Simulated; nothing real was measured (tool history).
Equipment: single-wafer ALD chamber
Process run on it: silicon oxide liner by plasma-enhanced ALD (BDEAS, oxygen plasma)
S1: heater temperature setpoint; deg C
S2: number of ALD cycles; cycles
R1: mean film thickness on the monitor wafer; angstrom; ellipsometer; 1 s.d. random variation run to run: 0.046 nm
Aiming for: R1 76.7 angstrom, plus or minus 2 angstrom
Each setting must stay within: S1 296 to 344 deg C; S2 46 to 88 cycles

{"run": 1, "hour": 0.0, "S1": 320, "S2": 67, "R1": 66.663}
{"run": 2, "hour": 8.9, "S1": 320, "S2": 70, "R1": 68.511}
{"run": 3, "hour": 10.0, "S1": 319, "S2": 73, "R1": 72.325}
{"run": 4, "hour": 12.0, "S1": 312, "S2": 73, "R1": 72.455}
{"run": 5, "hour": 15.1, "S1": 312, "S2": 82, "R1": 82.185}
{"run": 6, "hour": 18.1, "S1": 303, "S2": 82, "R1": 82.592}
{"run": 7, "hour": 22.3, "S1": 303, "S2": 80, "R1": 81.636}
{"run": 8, "hour": 30.2, "S1": 304, "S2": 79, "R1": 79.785}
{"run": 9, "hour": 33.2, "S1": 304, "S2": 79, "R1": 78.992}
{"hour": 38.9, "done": "thermocouple changed; heater temperature recalibrated"}
{"run": 10, "hour": 38.9, "S1": 304, "S2": 78, "R1": 79.751}

5 candidate next runs follow, results not yet known. Just one meets every target within its allowed miss. Identify it.
{"run": "A", "hour": 44.6, "S1": 308, "S2": 72, "R1": "?"}
{"run": "B", "hour": 44.6, "S1": 308, "S2": 84, "R1": "?"}
{"run": "C", "hour": 44.6, "S1": 306, "S2": 81, "R1": "?"}
{"run": "D", "hour": 44.6, "S1": 314, "S2": 77, "R1": "?"}
{"run": "E", "hour": 44.6, "S1": 324, "S2": 86, "R1": "?"}

move=A R1=73.772
move=B R1=86.068
move=C R1=83.24
move=D R1=78.192
move=E R1=86.023
A: takes the biggest miss from the last run beyond its target
B: misses by more than the last run did
C: misses by more than the last run did
D: in spec on every target
E: misses by more than the last run did
Go with D: it meets all targets.

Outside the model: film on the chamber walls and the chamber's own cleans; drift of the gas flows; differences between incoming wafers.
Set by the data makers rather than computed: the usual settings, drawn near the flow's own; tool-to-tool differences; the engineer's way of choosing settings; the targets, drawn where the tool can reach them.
